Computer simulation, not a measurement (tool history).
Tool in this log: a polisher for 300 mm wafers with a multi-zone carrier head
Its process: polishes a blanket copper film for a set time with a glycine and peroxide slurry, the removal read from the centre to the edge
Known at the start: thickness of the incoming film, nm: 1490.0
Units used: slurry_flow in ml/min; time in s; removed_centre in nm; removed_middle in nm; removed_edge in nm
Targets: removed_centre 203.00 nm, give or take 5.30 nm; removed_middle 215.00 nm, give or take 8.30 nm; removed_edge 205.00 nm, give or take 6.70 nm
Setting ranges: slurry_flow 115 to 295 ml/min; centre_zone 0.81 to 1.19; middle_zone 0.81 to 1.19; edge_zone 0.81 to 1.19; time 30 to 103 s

run 1 day=0.000 | slurry_flow=190 centre_zone=1.00 middle_zone=1.00 edge_zone=1.00 time=66 | removed_centre=263.61 removed_middle=255.09 removed_edge=265.93
run 2 day=0.188 | slurry_flow=190 centre_zone=0.99 middle_zone=1.00 edge_zone=0.98 time=65 | removed_centre=256.90 removed_middle=252.52 removed_edge=255.16
run 3 day=0.412 | slurry_flow=185 centre_zone=0.98 middle_zone=0.99 edge_zone=0.96 time=64 | removed_centre=249.61 removed_middle=246.61 removed_edge=247.12
run 4 day=0.512 | slurry_flow=185 centre_zone=0.98 middle_zone=0.95 edge_zone=0.96 time=64 | removed_centre=250.06 removed_middle=236.23 removed_edge=247.39
run 5 day=0.629 | slurry_flow=180 centre_zone=0.97 middle_zone=0.95 edge_zone=0.95 time=64 | removed_centre=244.04 removed_middle=235.21 removed_edge=246.64
run 6 day=0.721 | slurry_flow=180 centre_zone=0.97 middle_zone=0.95 edge_zone=0.95 time=53 | removed_centre=203.37 removed_middle=189.20 removed_edge=204.00
run 7 day=0.812 | slurry_flow=180 centre_zone=0.97 middle_zone=0.96 edge_zone=0.95 time=53 | removed_centre=200.50 removed_middle=196.18 removed_edge=202.17
run 8 day=1.188 | slurry_flow=180 centre_zone=0.97 middle_zone=0.97 edge_zone=0.95 time=53 | removed_centre=200.87 removed_middle=196.91 removed_edge=203.62

Which single option among these 4 for the next run brings every result within its allowed miss of target? Just one does.
run A day=1.562 | slurry_flow=195 centre_zone=0.90 middle_zone=1.08 edge_zone=0.86 time=55 | removed_centre=? removed_middle=? removed_edge=?
run B day=1.562 | slurry_flow=215 centre_zone=1.00 middle_zone=1.00 edge_zone=1.03 time=49 | removed_centre=? removed_middle=? removed_edge=?
run C day=1.562 | slurry_flow=170 centre_zone=0.92 middle_zone=1.01 edge_zone=0.84 time=57 | removed_centre=? removed_middle=? removed_edge=?
run D day=1.562 | slurry_flow=185 centre_zone=0.95 middle_zone=0.93 edge_zone=0.94 time=53 | removed_centre=? removed_middle=? removed_edge=?

move=A removed_centre=199.46 removed_middle=227.05 removed_edge=201.67
move=B removed_centre=200.81 removed_middle=192.18 removed_edge=197.92
move=C removed_centre=205.64 removed_middle=216.98 removed_edge=203.40
move=D removed_centre=200.79 removed_middle=191.08 removed_edge=201.53
A: takes the result that was furthest off past its target
B: moves away from the targets compared with the last run
C: every result lands within tolerance
D: moves away from the targets compared with the last run
Go with C: it meets all targets.
